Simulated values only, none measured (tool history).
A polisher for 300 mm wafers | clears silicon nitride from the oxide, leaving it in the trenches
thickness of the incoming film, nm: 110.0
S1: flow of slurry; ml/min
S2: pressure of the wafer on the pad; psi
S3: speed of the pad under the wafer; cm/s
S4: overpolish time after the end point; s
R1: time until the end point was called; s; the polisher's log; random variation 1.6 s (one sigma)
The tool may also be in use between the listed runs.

run 1 hour=0.0 | S1=130 S2=2.6 S3=122 S4=7 | R1=110.180
run 2 hour=4.2 | S1=130 S2=2.6 S3=146 S4=7 | R1=90.532
run 3 hour=7.4 | S1=125 S2=2.2 S3=146 S4=7 | R1=104.110
run 4 hour=10.6 | S1=145 S2=2.2 S3=146 S4=7 | R1=103.990
run 5 hour=15.5 | S1=145 S2=2.2 S3=146 S4=5 | R1=101.240
run 6 hour=19.9 | S1=145 S2=1.9 S3=144 S4=5 | R1=120.720
run 7 hour=25.9 | S1=145 S2=1.7 S3=144 S4=5 | R1=131.250
run 8 hour=31.6 | S1=145 S2=1.6 S3=144 S4=5 | R1=142.590
run 9 hour=32.9 | S1=140 S2=1.6 S3=144 S4=5 | R1=142.000
run 10 hour=41.6 | S1=135 S2=1.6 S3=144 S4=5 | R1=141.300

Forecast run 11:
run 11 hour=49.2 | S1=130 S2=1.6 S3=144 S4=5 | R1=?

Run 11 gave R1 140.070 s.

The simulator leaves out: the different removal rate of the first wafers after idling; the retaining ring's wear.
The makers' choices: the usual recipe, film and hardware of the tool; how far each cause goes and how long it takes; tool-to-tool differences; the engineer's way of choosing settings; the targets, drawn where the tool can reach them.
